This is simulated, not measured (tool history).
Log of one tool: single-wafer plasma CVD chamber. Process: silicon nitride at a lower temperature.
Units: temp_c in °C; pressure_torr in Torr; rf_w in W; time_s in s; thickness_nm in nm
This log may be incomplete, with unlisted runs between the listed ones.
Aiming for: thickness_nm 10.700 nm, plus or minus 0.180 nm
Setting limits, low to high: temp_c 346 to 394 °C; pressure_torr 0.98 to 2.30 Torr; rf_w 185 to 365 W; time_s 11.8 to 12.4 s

Run 1, hour 0.0: temp_c 370 °C, pressure_torr 1.64 Torr, rf_w 275 W, time_s 12.4 s. Result: thickness_nm 13.174 nm.
Run 2, hour 4.3: temp_c 370 °C, pressure_torr 1.58 Torr, rf_w 270 W, time_s 12.4 s. Result: thickness_nm 12.785 nm.
Run 3, hour 12.4: temp_c 370 °C, pressure_torr 1.58 Torr, rf_w 270 W, time_s 11.8 s. Result: thickness_nm 12.270 nm.
Run 4, hour 21.3: temp_c 380 °C, pressure_torr 1.58 Torr, rf_w 270 W, time_s 11.8 s. Result: thickness_nm 12.233 nm.
Run 5, hour 21.9: temp_c 380 °C, pressure_torr 1.52 Torr, rf_w 270 W, time_s 11.8 s. Result: thickness_nm 12.143 nm.
Run 6, hour 23.4: temp_c 380 °C, pressure_torr 1.47 Torr, rf_w 270 W, time_s 11.8 s. Result: thickness_nm 12.131 nm.
Run 7, hour 29.7: temp_c 380 °C, pressure_torr 1.43 Torr, rf_w 265 W, time_s 11.8 s. Result: thickness_nm 11.741 nm.
Run 8, hour 31.6: temp_c 380 °C, pressure_torr 1.39 Torr, rf_w 265 W, time_s 11.8 s. Result: thickness_nm 11.655 nm.
Run 9, hour 34.4: temp_c 380 °C, pressure_torr 1.35 Torr, rf_w 265 W, time_s 11.8 s. Result: thickness_nm 11.620 nm.
Run 10, hour 35.6: temp_c 380 °C, pressure_torr 1.32 Torr, rf_w 265 W, time_s 11.8 s. Result: thickness_nm 11.617 nm.
Run 11, hour 38.7: temp_c 380 °C, pressure_torr 1.29 Torr, rf_w 265 W, time_s 11.8 s. Result: thickness_nm 11.495 nm.
Run 12, hour 39.9: temp_c 380 °C, pressure_torr 1.26 Torr, rf_w 265 W, time_s 11.8 s. Result: thickness_nm 11.374 nm.
Run 13, hour 42.6: temp_c 380 °C, pressure_torr 1.23 Torr, rf_w 265 W, time_s 11.8 s. Result: thickness_nm 11.470 nm.

Of the 5 settings listed for the next run, only one would bring every result within its allowed miss of target. Which one?
Run A, hour 45.3: temp_c 378 °C, pressure_torr 1.44 Torr, rf_w 245 W, time_s 11.8 s. Result: thickness_nm ?.
Run B, hour 45.3: temp_c 375 °C, pressure_torr 1.21 Torr, rf_w 255 W, time_s 11.8 s. Result: thickness_nm ?.
Run C, hour 45.3: temp_c 381 °C, pressure_torr 1.01 Torr, rf_w 255 W, time_s 11.8 s. Result: thickness_nm ?.
Run D, hour 45.3: temp_c 380 °C, pressure_torr 0.98 Torr, rf_w 275 W, time_s 11.8 s. Result: thickness_nm ?.
Run E, hour 45.3: temp_c 378 °C, pressure_torr 1.25 Torr, rf_w 250 W, time_s 11.8 s. Result: thickness_nm ?.

move  thickness_nm
   A        11.286
   B        11.146
   C        10.691
   D        11.132
   E        11.076
A: nearer than the last run, and not there yet
B: nearer than the last run, and not there yet
C: meets every target
D: nearer than the last run, and not there yet
E: nearer than the last run, and not there yet
The move that meets every target is C.
